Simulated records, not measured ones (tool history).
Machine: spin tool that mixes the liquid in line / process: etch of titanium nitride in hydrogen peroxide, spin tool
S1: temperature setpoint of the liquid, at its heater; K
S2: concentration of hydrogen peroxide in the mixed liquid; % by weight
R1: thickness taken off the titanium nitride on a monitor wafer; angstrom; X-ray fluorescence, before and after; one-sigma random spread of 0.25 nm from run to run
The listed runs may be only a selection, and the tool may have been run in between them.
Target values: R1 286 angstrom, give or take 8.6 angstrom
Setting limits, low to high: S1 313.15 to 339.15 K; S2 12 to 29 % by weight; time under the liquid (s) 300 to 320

{"run": 1, "day": 0.0, "S1": 329.15, "S2": 19.5, "time under the liquid (s)": 300, "R1": 158.47}
{"run": 2, "day": 0.358, "S1": 330.65, "S2": 19.5, "time under the liquid (s)": 300, "R1": 177.41}
{"run": 3, "day": 0.446, "S1": 331.65, "S2": 19.5, "time under the liquid (s)": 300, "R1": 186.32}
{"run": 4, "day": 0.796, "S1": 331.65, "S2": 19.5, "time under the liquid (s)": 320, "R1": 198.49}
{"run": 5, "day": 1.067, "S1": 332.65, "S2": 19.5, "time under the liquid (s)": 320, "R1": 214.49}
{"run": 6, "day": 1.296, "S1": 333.65, "S2": 19.5, "time under the liquid (s)": 320, "R1": 228.3}
{"run": 7, "day": 1.35, "S1": 334.15, "S2": 19.5, "time under the liquid (s)": 320, "R1": 234.17}
{"run": 8, "day": 1.467, "S1": 334.65, "S2": 19.5, "time under the liquid (s)": 320, "R1": 244.21}
{"run": 9, "day": 1.671, "S1": 335.15, "S2": 19.5, "time under the liquid (s)": 320, "R1": 255.83}

Which one of the following 4 next-run settings gets every result inside its allowed miss? There is exactly one.
{"run": "A", "day": 1.875, "S1": 331.65, "S2": 24.5, "time under the liquid (s)": 320, "R1": "?"}
{"run": "B", "day": 1.875, "S1": 334.15, "S2": 16.5, "time under the liquid (s)": 305, "R1": "?"}
{"run": "C", "day": 1.875, "S1": 335.65, "S2": 19.5, "time under the liquid (s)": 320, "R1": "?"}
{"run": "D", "day": 1.875, "S1": 337.15, "S2": 19, "time under the liquid (s)": 320, "R1": "?"}

move=A R1=206.02
move=B R1=213.77
move=C R1=257.1
move=D R1=282.56
A: misses by more than the last run did
B: misses by more than the last run did
C: just as far off the targets as the last run
D: every result lands within tolerance
Correct choice: D, which meets every target
